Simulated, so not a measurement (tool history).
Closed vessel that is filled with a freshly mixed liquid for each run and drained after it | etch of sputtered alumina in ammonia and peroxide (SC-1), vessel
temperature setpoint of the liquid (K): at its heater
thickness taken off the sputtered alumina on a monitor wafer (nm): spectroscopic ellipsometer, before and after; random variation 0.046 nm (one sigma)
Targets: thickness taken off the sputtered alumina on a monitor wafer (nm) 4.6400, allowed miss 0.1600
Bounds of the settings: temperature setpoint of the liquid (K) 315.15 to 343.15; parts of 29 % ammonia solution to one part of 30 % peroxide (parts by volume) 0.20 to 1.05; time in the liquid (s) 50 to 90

run,hour,temperature setpoint of the liquid (K),parts of 29 % ammonia solution to one part of 30 % peroxide (parts by volume),time in the liquid (s),thickness taken off the sputtered alumina on a monitor wafer (nm)
1,0.0,331.15,0.55,90,6.4365
2,6.7,330.15,0.55,90,6.0624
3,11.0,329.65,0.55,90,5.8351
4,11.8,329.65,0.55,50,3.2511
5,17.8,329.65,0.55,90,5.8454
6,25.6,335.65,0.55,90,7.9759
7,32.8,327.65,0.50,85,4.9279
8,41.6,327.65,0.50,85,4.9557
9,42.2,327.65,0.50,85,4.8214

4 next moves are on the table. One of them brings every result within its allowed miss. Which?
A,42.8,329.65,0.65,75,?
B,42.8,327.15,0.55,80,?
C,42.8,331.65,0.20,80,?
D,42.8,328.15,0.50,85,?

move,thickness taken off the sputtered alumina on a monitor wafer (nm)
A,4.9174
B,4.5217
C,5.2072
D,5.0218
A: further off than the last run
B: meets every target
C: further off than the last run
D: further off than the last run
Answer: B
